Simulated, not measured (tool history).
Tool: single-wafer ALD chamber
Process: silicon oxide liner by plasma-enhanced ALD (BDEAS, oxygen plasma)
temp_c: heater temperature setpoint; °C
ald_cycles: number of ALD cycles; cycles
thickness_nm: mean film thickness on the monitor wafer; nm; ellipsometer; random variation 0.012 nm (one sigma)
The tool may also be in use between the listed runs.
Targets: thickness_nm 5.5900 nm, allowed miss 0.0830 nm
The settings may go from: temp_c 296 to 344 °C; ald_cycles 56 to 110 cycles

run,hour,temp_c,ald_cycles,thickness_nm
1,0.0,320,83,7.3950
2,3.2,320,90,8.0253
3,10.3,327,90,7.9065
4,14.9,317,90,8.0673
5,15.8,312,90,8.1235
6,23.3,313,86,7.7379
7,26.2,314,83,7.4575
8,33.7,315,80,7.1873
9,41.9,316,77,6.8957
10,50.9,317,75,6.7161
11,57.0,318,73,6.5394
12,61.8,323,60,5.3249
# hour 63.7: thermocouple changed; heater temperature recalibrated
13,63.7,322,60,5.3640
14,65.7,321,60,5.4028
15,68.9,320,60,5.3740
16,72.6,319,60,5.3979
17,80.0,318,60,5.4116
18,81.8,314,63,5.7107
19,88.7,315,63,5.6974
20,90.2,317,63,5.6773

Which of these 5 next moves meets every target?
A,91.7,311,65,?
B,91.7,317,60,?
C,91.7,304,63,?
D,91.7,324,63,?
E,91.7,312,65,?

move,thickness_nm
A,5.9090
B,5.4016
C,5.7920
D,5.6069
E,5.8995
A: further off than the last run
B: takes the result that was furthest off past its target
C: further off than the last run
D: meets every target
E: further off than the last run
Answer: D

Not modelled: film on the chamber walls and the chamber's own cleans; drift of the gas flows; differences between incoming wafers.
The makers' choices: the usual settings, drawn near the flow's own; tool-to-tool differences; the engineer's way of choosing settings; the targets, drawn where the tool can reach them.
